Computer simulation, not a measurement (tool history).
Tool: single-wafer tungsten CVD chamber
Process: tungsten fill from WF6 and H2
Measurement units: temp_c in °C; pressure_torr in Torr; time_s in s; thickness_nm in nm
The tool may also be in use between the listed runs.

run,hour,temp_c,pressure_torr,time_s,thickness_nm
1,0,390,49,19.4,60.037
2,5.6,392,49.2,19.4,61.777
3,10,394,49.4,19.4,64.369
4,12.1,402,49.4,19.4,73.806
5,13.7,402,49.4,19.4,73.791
6,15.5,392,49.4,19.4,62.481
7,21.2,404,51.3,19.4,78.622

What does the tool deliver on the next run?
8,27.4,405,51.3,19.4,?

thickness_nm: 79.107 nm
